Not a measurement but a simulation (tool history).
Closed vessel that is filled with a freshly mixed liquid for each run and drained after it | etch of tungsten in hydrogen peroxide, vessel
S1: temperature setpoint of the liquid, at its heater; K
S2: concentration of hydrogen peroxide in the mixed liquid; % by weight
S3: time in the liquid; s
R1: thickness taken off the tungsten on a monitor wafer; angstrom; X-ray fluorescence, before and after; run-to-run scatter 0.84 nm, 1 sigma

Run 1, hour 0.0: S1 321.15 K, S2 18 % by weight, S3 85 s. Result: R1 691.53 angstrom.
Run 2, hour 6.4: S1 321.65 K, S2 18 % by weight, S3 85 s. Result: R1 717.93 angstrom.
Run 3, hour 14.0: S1 321.65 K, S2 18 % by weight, S3 85 s. Result: R1 725.75 angstrom.
Run 4, hour 21.1: S1 328.65 K, S2 18 % by weight, S3 85 s. Result: R1 1102.10 angstrom.
Run 5, hour 22.9: S1 328.15 K, S2 18 % by weight, S3 85 s. Result: R1 1088.70 angstrom.
Run 6, hour 30.0: S1 328.15 K, S2 18 % by weight, S3 90 s. Result: R1 1128.00 angstrom.

What will run 7 give?
Run 7, hour 36.5: S1 327.65 K, S2 18 % by weight, S3 90 s. Result: R1 ?.

{"run 7": {"R1": 1125.2}}
